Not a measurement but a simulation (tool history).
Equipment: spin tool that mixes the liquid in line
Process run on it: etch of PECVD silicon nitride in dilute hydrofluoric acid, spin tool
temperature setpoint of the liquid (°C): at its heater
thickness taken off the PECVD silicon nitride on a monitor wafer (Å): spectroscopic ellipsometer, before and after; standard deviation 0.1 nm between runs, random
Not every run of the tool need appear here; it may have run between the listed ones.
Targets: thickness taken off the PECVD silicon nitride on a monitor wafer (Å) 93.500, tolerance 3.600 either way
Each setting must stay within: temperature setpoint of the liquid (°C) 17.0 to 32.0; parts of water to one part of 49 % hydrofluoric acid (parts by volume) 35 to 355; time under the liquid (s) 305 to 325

run,hour,temperature setpoint of the liquid (°C),parts of water to one part of 49 % hydrofluoric acid (parts by volume),time under the liquid (s),thickness taken off the PECVD silicon nitride on a monitor wafer (Å)
1,0.0,24.0,195,305,42.945
2,0.7,21.5,195,305,37.043
3,8.9,19.0,195,305,30.183
4,11.2,17.0,195,305,27.211
5,13.8,21.0,175,305,39.160
6,17.7,24.0,165,305,51.150
7,25.3,26.0,160,305,60.490
8,28.2,27.5,160,305,64.521
9,35.9,28.5,155,305,72.190
10,39.6,29.5,155,305,78.237
11,41.3,30.0,155,305,78.712
12,44.1,30.5,150,305,83.515
13,51.4,31.0,150,305,85.338
14,54.3,31.5,150,305,88.528

Which of these 4 next moves meets every target?
A,57.2,31.0,130,315,?
B,57.2,32.0,140,325,?
C,57.2,31.5,140,325,?
D,57.2,32.0,150,315,?

move,thickness taken off the PECVD silicon nitride on a monitor wafer (Å)
A,102.860
B,104.580
C,101.460
D,94.460
A: takes the result that was furthest off past its target
B: takes the result that was furthest off past its target
C: takes the result that was furthest off past its target
D: meets every target
Correct choice: D, which meets every target

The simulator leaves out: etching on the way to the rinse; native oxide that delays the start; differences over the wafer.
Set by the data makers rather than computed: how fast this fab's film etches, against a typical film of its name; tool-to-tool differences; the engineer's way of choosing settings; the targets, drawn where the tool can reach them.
